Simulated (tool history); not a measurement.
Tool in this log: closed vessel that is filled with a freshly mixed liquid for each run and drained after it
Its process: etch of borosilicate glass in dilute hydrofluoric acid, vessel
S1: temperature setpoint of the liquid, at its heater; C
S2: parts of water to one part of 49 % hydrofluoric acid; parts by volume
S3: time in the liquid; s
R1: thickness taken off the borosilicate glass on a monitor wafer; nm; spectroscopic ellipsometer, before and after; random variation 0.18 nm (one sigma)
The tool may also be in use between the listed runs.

run 1 hour=0.0 | S1=24.0 S2=95 S3=30 | R1=12.173
run 2 hour=8.6 | S1=25.5 S2=90 S3=30 | R1=13.861
run 3 hour=9.8 | S1=25.5 S2=110 S3=30 | R1=10.938
run 4 hour=12.4 | S1=26.5 S2=100 S3=30 | R1=12.459
run 5 hour=14.9 | S1=26.5 S2=100 S3=30 | R1=12.903
run 6 hour=20.2 | S1=26.5 S2=75 S3=30 | R1=17.623
run 7 hour=22.8 | S1=27.5 S2=75 S3=30 | R1=18.216

Predict the results of run 8:
run 8 hour=29.1 | S1=28.5 S2=75 S3=30 | R1=?

R1: 18.708 nm
